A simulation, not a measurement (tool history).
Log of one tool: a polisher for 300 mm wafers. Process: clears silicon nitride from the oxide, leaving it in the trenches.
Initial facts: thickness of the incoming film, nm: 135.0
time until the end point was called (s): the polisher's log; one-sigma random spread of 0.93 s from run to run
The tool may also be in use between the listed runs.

run,hour,flow of slurry (ml/min),pressure of the wafer on the pad (kPa),speed of the pad under the wafer (m/s),overpolish time after the end point (s),time until the end point was called (s)
1,0,275,13.8,1.28,31,158.93
2,2.5,275,15.9,1.28,31,143.13
3,5.4,275,15.9,1.1,31,162.65
4,8.6,275,15.9,0.84,31,193.97
5,10.9,275,15.9,0.84,33,196.43
6,18.5,280,17.2,1,33,160.08
7,19.6,285,17.9,1.12,33,140.93
8,24.6,285,18.6,1.22,33,127.37
9,27.4,285,19.3,1.3,33,116.02

Predict the results of run 10:
10,31.8,285,20,1.36,33,?

{"run 10": {"time until the end point was called (s)": 109.51}}

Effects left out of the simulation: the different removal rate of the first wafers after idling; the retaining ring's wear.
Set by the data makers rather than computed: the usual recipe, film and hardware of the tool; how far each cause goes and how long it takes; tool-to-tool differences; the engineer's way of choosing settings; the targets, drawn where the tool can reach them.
